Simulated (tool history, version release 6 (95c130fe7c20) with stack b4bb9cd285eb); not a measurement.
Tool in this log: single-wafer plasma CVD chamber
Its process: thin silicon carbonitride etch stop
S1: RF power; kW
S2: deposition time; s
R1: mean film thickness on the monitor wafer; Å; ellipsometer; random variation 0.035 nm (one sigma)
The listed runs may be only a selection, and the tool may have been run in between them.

run 1 hour=0.0 | S1=0.155 S2=22.6 | R1=131.74
run 2 hour=0.6 | S1=0.155 S2=20.5 | R1=119.83
run 3 hour=2.0 | S1=0.160 S2=20.9 | R1=122.65
run 4 hour=3.8 | S1=0.160 S2=22.7 | R1=133.38
run 5 hour=5.7 | S1=0.145 S2=22.7 | R1=129.47
run 6 hour=7.7 | S1=0.130 S2=22.7 | R1=125.51
run 7 hour=10.5 | S1=0.135 S2=22.9 | R1=128.34

Forecast run 8:
run 8 hour=18.7 | S1=0.135 S2=22.9 | R1=?

Run 8 produced R1 128.28 Å.
